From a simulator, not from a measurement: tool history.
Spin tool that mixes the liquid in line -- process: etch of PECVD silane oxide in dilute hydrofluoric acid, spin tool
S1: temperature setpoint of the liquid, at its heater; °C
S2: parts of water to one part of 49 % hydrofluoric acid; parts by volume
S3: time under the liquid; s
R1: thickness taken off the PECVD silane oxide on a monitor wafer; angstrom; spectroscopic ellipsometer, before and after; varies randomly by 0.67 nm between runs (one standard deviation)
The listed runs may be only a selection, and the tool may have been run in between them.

run,hour,S1,S2,S3,R1
1,0,25,245,290,518.48
2,3.6,25,245,290,535.33
3,9.5,26,245,290,551.59
4,17.4,27,245,290,571.83
5,23.2,30.5,245,290,640.27
6,31.4,30.5,165,290,1049.2
7,33.7,29,165,290,989.96
# hour 38: thermometer replaced
8,38,25,175,290,846.24
9,44.1,24.5,175,290,824.44
10,45.1,24.5,175,290,829.61
11,53.2,24,175,290,812.51

Estimate the outcome of run 12 from the log above:
12,59,23.5,175,290,?

{"run 12": {"R1": 783.39}}

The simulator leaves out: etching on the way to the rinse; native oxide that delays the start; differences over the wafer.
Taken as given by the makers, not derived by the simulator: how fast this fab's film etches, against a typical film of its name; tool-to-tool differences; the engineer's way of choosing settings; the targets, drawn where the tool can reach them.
